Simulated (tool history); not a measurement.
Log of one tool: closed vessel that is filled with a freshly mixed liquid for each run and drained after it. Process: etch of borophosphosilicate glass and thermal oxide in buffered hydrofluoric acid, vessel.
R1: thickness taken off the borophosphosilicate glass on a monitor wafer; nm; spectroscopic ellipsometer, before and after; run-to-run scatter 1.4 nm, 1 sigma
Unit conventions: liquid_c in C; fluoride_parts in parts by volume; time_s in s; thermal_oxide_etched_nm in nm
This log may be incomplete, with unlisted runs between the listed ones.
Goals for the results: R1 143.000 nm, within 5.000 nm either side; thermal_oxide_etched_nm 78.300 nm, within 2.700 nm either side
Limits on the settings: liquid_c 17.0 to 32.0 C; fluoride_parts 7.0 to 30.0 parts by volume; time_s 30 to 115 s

run 1 day=0.000 | liquid_c=24.0 fluoride_parts=20.0 time_s=60 | R1=69.121 thermal_oxide_etched_nm=37.863
run 2 day=0.238 | liquid_c=25.5 fluoride_parts=18.5 time_s=60 | R1=79.371 thermal_oxide_etched_nm=44.692
run 3 day=0.346 | liquid_c=25.5 fluoride_parts=20.5 time_s=60 | R1=73.641 thermal_oxide_etched_nm=41.294
run 4 day=0.604 | liquid_c=25.5 fluoride_parts=17.5 time_s=60 | R1=86.813 thermal_oxide_etched_nm=47.424
run 5 day=0.842 | liquid_c=26.5 fluoride_parts=17.0 time_s=60 | R1=92.750 thermal_oxide_etched_nm=51.270
run 6 day=1.012 | liquid_c=26.5 fluoride_parts=13.0 time_s=60 | R1=119.910 thermal_oxide_etched_nm=66.860
run 7 day=1.279 | liquid_c=27.0 fluoride_parts=13.0 time_s=60 | R1=125.210 thermal_oxide_etched_nm=68.997
run 8 day=1.517 | liquid_c=27.5 fluoride_parts=13.0 time_s=60 | R1=127.880 thermal_oxide_etched_nm=69.787
run 9 day=1.567 | liquid_c=28.0 fluoride_parts=13.0 time_s=60 | R1=129.810 thermal_oxide_etched_nm=71.943

Next run, 5 choices. One meets every target within its allowed miss, the rest don't. Which?
run A day=1.617 | liquid_c=28.0 fluoride_parts=12.0 time_s=55 | R1=? thermal_oxide_etched_nm=?
run B day=1.617 | liquid_c=32.0 fluoride_parts=13.5 time_s=50 | R1=? thermal_oxide_etched_nm=?
run C day=1.617 | liquid_c=25.0 fluoride_parts=13.0 time_s=65 | R1=? thermal_oxide_etched_nm=?
run D day=1.617 | liquid_c=17.0 fluoride_parts=7.0 time_s=60 | R1=? thermal_oxide_etched_nm=?
run E day=1.617 | liquid_c=25.0 fluoride_parts=9.0 time_s=55 | R1=? thermal_oxide_etched_nm=?

move=A R1=130.950 thermal_oxide_etched_nm=70.109
move=B R1=130.600 thermal_oxide_etched_nm=70.088
move=C R1=121.960 thermal_oxide_etched_nm=65.220
move=D R1=132.360 thermal_oxide_etched_nm=69.928
move=E R1=142.800 thermal_oxide_etched_nm=76.168
A: lands further from the targets than the last run did
B: lands further from the targets than the last run did
C: lands further from the targets than the last run did
D: lands further from the targets than the last run did
E: each result inside its tolerance
The move that meets every target is E.

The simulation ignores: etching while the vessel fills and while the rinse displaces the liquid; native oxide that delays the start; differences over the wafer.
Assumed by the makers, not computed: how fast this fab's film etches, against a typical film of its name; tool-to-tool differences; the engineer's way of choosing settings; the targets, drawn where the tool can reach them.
